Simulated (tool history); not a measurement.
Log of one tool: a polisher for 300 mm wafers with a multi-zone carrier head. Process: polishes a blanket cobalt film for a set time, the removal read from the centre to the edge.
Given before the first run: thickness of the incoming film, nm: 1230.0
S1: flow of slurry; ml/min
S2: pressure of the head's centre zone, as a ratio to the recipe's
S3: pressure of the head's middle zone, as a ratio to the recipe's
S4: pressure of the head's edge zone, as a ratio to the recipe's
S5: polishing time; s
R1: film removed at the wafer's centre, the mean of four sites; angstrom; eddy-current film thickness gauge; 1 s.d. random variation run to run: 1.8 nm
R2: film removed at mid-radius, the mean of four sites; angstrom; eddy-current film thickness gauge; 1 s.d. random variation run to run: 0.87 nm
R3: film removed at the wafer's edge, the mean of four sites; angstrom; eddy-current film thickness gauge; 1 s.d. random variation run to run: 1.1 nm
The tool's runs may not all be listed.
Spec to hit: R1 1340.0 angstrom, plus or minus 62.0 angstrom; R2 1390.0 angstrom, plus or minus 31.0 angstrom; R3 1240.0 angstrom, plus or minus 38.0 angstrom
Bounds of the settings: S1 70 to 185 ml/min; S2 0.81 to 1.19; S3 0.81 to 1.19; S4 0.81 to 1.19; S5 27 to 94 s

| run | hour | S1 | S2 | S3 | S4 | S5 | R1 | R2 | R3 |
|---|---|---|---|---|---|---|---|---|---|
| 1 | 0.0 | 120 | 1.00 | 1.00 | 1.00 | 60 | 1616.5 | 1694.7 | 1714.7 |
| 2 | 3.8 | 120 | 1.00 | 1.00 | 0.93 | 60 | 1655.0 | 1672.5 | 1661.0 |
| 3 | 10.7 | 120 | 1.00 | 1.01 | 0.92 | 59 | 1629.6 | 1672.3 | 1615.4 |
| 4 | 18.8 | 120 | 1.00 | 0.97 | 0.92 | 59 | 1598.4 | 1607.3 | 1648.0 |
| 5 | 24.8 | 120 | 1.00 | 0.97 | 0.92 | 53 | 1470.5 | 1461.0 | 1476.0 |
| 6 | 29.6 | 120 | 1.00 | 0.97 | 0.98 | 53 | 1459.1 | 1449.4 | 1508.8 |
| 7 | 33.0 | 115 | 1.00 | 0.98 | 0.96 | 52 | 1429.0 | 1431.5 | 1476.0 |
| 8 | 33.6 | 115 | 1.00 | 0.99 | 0.95 | 51 | 1393.1 | 1410.3 | 1414.0 |
| 9 | 41.1 | 115 | 1.00 | 1.00 | 0.94 | 51 | 1362.5 | 1415.7 | 1407.7 |
| 10 | 42.4 | 115 | 1.01 | 1.01 | 0.93 | 51 | 1371.6 | 1427.1 | 1419.4 |
| 11 | 49.3 | 120 | 1.02 | 1.02 | 0.92 | 50 | 1350.5 | 1426.8 | 1382.5 |
| 12 | 55.8 | 120 | 1.04 | 1.03 | 0.91 | 50 | 1397.5 | 1437.3 | 1377.0 |

Exactly one of the 4 candidate moves below puts every result within its allowed miss. Which one?
| A | 62.3 | 115 | 1.05 | 1.07 | 0.84 | 47 | ? | ? | ? |
| B | 62.3 | 155 | 0.85 | 0.85 | 1.14 | 52 | ? | ? | ? |
| C | 62.3 | 125 | 1.09 | 1.12 | 0.87 | 49 | ? | ? | ? |
| D | 62.3 | 125 | 1.11 | 1.19 | 0.81 | 45 | ? | ? | ? |

| move | R1 | R2 | R3 |
|---|---|---|---|
| A | 1328.0 | 1387.5 | 1229.3 |
| B | 1311.1 | 1348.2 | 1646.9 |
| C | 1462.5 | 1531.6 | 1317.0 |
| D | 1365.7 | 1482.1 | 1170.7 |
A: meets every target
B: its largest miss is bigger than the last run's
C: its largest miss is bigger than the last run's
D: takes the biggest miss from the last run beyond its target
The move that meets every target is A.

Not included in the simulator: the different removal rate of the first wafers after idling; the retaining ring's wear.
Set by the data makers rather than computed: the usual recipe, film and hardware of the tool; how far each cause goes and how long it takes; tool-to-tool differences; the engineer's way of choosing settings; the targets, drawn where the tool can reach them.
